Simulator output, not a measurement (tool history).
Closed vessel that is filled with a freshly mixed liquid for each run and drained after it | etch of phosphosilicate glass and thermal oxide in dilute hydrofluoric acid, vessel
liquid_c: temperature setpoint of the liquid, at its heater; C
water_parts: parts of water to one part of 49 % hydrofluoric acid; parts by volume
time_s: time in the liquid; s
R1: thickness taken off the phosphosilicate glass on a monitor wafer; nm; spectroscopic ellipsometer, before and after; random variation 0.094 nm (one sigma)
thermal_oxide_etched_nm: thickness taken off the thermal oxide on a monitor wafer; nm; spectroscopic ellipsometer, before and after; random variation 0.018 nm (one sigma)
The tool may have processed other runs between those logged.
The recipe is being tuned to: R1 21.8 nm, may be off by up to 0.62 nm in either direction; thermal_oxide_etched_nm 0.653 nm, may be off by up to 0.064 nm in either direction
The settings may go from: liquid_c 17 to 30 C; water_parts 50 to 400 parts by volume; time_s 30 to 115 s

{"run": 1, "hour": 0.0, "liquid_c": 22, "water_parts": 225, "time_s": 60, "R1": 34.204, "thermal_oxide_etched_nm": 1.0522}
{"run": 2, "hour": 6.4, "liquid_c": 22, "water_parts": 280, "time_s": 60, "R1": 26.31, "thermal_oxide_etched_nm": 0.77321}
{"run": 3, "hour": 7.6, "liquid_c": 24, "water_parts": 280, "time_s": 60, "R1": 28.353, "thermal_oxide_etched_nm": 0.84866}
{"run": 4, "hour": 11.7, "liquid_c": 25.5, "water_parts": 280, "time_s": 60, "R1": 29.789, "thermal_oxide_etched_nm": 0.87508}
{"run": 5, "hour": 17.0, "liquid_c": 23, "water_parts": 280, "time_s": 60, "R1": 27.126, "thermal_oxide_etched_nm": 0.77054}
{"run": 6, "hour": 18.0, "liquid_c": 23, "water_parts": 230, "time_s": 60, "R1": 34.474, "thermal_oxide_etched_nm": 1.0195}
{"run": 7, "hour": 23.6, "liquid_c": 21, "water_parts": 250, "time_s": 60, "R1": 28.801, "thermal_oxide_etched_nm": 0.86947}
{"run": 8, "hour": 30.0, "liquid_c": 20, "water_parts": 260, "time_s": 60, "R1": 26.795, "thermal_oxide_etched_nm": 0.80301}
{"run": 9, "hour": 36.8, "liquid_c": 17, "water_parts": 290, "time_s": 60, "R1": 20.815, "thermal_oxide_etched_nm": 0.63509}
{"run": 10, "hour": 38.0, "liquid_c": 17, "water_parts": 290, "time_s": 60, "R1": 20.763, "thermal_oxide_etched_nm": 0.58325}
{"run": 11, "hour": 46.3, "liquid_c": 17, "water_parts": 290, "time_s": 60, "R1": 20.882, "thermal_oxide_etched_nm": 0.58761}

Which single option among these 4 for the next run brings every result within its allowed miss of target? Just one does.
{"run": "A", "hour": 54.6, "liquid_c": 17, "water_parts": 310, "time_s": 65, "R1": "?", "thermal_oxide_etched_nm": "?"}
{"run": "B", "hour": 54.6, "liquid_c": 19.5, "water_parts": 340, "time_s": 70, "R1": "?", "thermal_oxide_etched_nm": "?"}
{"run": "C", "hour": 54.6, "liquid_c": 19.5, "water_parts": 265, "time_s": 45, "R1": "?", "thermal_oxide_etched_nm": "?"}
{"run": "D", "hour": 54.6, "liquid_c": 17, "water_parts": 380, "time_s": 80, "R1": "?", "thermal_oxide_etched_nm": "?"}

move=A R1=20.681 thermal_oxide_etched_nm=0.64272
move=B R1=21.71 thermal_oxide_etched_nm=0.67471
move=C R1=19.131 thermal_oxide_etched_nm=0.59454
move=D R1=19.624 thermal_oxide_etched_nm=0.60988
A: its largest miss is bigger than the last run's
B: every result within its allowed miss
C: its largest miss is bigger than the last run's
D: its largest miss is bigger than the last run's
Go with B: it meets all targets.
